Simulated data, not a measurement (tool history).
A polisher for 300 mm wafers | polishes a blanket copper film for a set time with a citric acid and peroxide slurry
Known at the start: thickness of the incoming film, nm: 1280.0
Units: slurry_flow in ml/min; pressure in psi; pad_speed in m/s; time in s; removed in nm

| run | day | slurry_flow | pressure | pad_speed | slurry_solids | time | removed |
|---|---|---|---|---|---|---|---|
| 1 | 0.000 | 160 | 2.7 | 1.12 | 1.0 | 33 | 78.780 |
| 2 | 0.054 | 160 | 2.7 | 1.12 | 1.0 | 30 | 72.704 |
| 3 | 0.338 | 160 | 2.7 | 1.12 | 1.2 | 30 | 75.774 |
| 4 | 0.412 | 160 | 2.7 | 1.40 | 1.2 | 30 | 92.380 |
| 5 | 0.646 | 160 | 2.4 | 1.40 | 1.2 | 30 | 83.477 |
| 6 | 0.754 | 160 | 3.0 | 1.40 | 1.2 | 30 | 102.380 |
| 7 | 0.846 | 150 | 2.5 | 1.26 | 1.2 | 30 | 77.590 |
| 8 | 1.162 | 145 | 2.1 | 1.16 | 1.2 | 30 | 62.944 |
| 9 | 1.321 | 140 | 1.8 | 1.10 | 1.2 | 30 | 52.964 |
| 10 | 1.483 | 135 | 1.6 | 1.08 | 1.2 | 30 | 47.830 |

Run 11 comes next. What will it give?
| 11 | 1.525 | 130 | 1.5 | 1.08 | 1.2 | 30 | ? |

{"run 11": {"removed": 45.339}}
